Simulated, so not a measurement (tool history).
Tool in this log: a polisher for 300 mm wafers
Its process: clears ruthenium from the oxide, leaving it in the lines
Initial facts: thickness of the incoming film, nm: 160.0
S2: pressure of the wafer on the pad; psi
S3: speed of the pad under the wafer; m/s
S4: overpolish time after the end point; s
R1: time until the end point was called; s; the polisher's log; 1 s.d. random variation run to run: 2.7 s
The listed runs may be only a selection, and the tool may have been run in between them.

Run 1, day 0: flow of slurry (ml/min) 230, S2 1.5 psi, S3 1.2 m/s, S4 43 s. Result: R1 180.59 s.
Run 2, day 0.342: flow of slurry (ml/min) 230, S2 1.5 psi, S3 1.2 m/s, S4 43 s. Result: R1 175.23 s.
Run 3, day 0.567: flow of slurry (ml/min) 265, S2 1.5 psi, S3 1.2 m/s, S4 43 s. Result: R1 173.29 s.
Run 4, day 0.596: flow of slurry (ml/min) 260, S2 1.4 psi, S3 1.2 m/s, S4 43 s. Result: R1 188.51 s.
Run 5, day 0.888: flow of slurry (ml/min) 260, S2 1.7 psi, S3 1.2 m/s, S4 43 s. Result: R1 156.72 s.
Run 6, day 1.096: flow of slurry (ml/min) 260, S2 1.9 psi, S3 1.2 m/s, S4 43 s. Result: R1 142.06 s.

For run 7, what comes out?
Run 7, day 1.138: flow of slurry (ml/min) 260, S2 1.6 psi, S3 1.18 m/s, S4 43 s. Result: R1 ?.

R1: 166.01 s
